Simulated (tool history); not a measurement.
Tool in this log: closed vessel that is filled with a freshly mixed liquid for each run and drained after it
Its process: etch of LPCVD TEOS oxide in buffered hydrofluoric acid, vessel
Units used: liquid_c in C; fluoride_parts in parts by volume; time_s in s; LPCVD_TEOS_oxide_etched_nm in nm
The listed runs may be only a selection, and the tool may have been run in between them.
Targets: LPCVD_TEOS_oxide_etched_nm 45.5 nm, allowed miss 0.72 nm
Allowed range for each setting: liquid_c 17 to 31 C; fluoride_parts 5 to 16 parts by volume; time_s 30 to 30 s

{"run": 1, "day": 0.0, "liquid_c": 23, "fluoride_parts": 9.5, "time_s": 30, "LPCVD_TEOS_oxide_etched_nm": 90.151}
{"run": 2, "day": 0.033, "liquid_c": 19.5, "fluoride_parts": 9.5, "time_s": 30, "LPCVD_TEOS_oxide_etched_nm": 74.119}
{"run": 3, "day": 0.283, "liquid_c": 19, "fluoride_parts": 10.5, "time_s": 30, "LPCVD_TEOS_oxide_etched_nm": 66}
{"run": 4, "day": 0.6, "liquid_c": 18.5, "fluoride_parts": 11.5, "time_s": 30, "LPCVD_TEOS_oxide_etched_nm": 60.088}
{"day": 0.883, "done": "hydrofluoric acid flow meter replaced"}
{"run": 5, "day": 0.883, "liquid_c": 18, "fluoride_parts": 12, "time_s": 30, "LPCVD_TEOS_oxide_etched_nm": 50.294}
{"run": 6, "day": 1.196, "liquid_c": 18, "fluoride_parts": 12, "time_s": 30, "LPCVD_TEOS_oxide_etched_nm": 50.368}
{"run": 7, "day": 1.525, "liquid_c": 18, "fluoride_parts": 12, "time_s": 30, "LPCVD_TEOS_oxide_etched_nm": 50.029}
{"run": 8, "day": 1.725, "liquid_c": 17.5, "fluoride_parts": 12, "time_s": 30, "LPCVD_TEOS_oxide_etched_nm": 49.389}

4 next moves are on the table. One of them brings every result within its allowed miss. Which?
{"run": "A", "day": 1.925, "liquid_c": 17, "fluoride_parts": 10.5, "time_s": 30, "LPCVD_TEOS_oxide_etched_nm": "?"}
{"run": "B", "day": 1.925, "liquid_c": 17.5, "fluoride_parts": 12.5, "time_s": 30, "LPCVD_TEOS_oxide_etched_nm": "?"}
{"run": "C", "day": 1.925, "liquid_c": 17, "fluoride_parts": 12.5, "time_s": 30, "LPCVD_TEOS_oxide_etched_nm": "?"}
{"run": "D", "day": 1.925, "liquid_c": 17, "fluoride_parts": 12, "time_s": 30, "LPCVD_TEOS_oxide_etched_nm": "?"}

move=A LPCVD_TEOS_oxide_etched_nm=54
move=B LPCVD_TEOS_oxide_etched_nm=46.857
move=C LPCVD_TEOS_oxide_etched_nm=45.539
move=D LPCVD_TEOS_oxide_etched_nm=47.396
A: further off than the last run
B: better than the last run, though not everything is in spec
C: all results land within tolerance of their targets
D: better than the last run, though not everything is in spec
Go with C: it meets all targets.
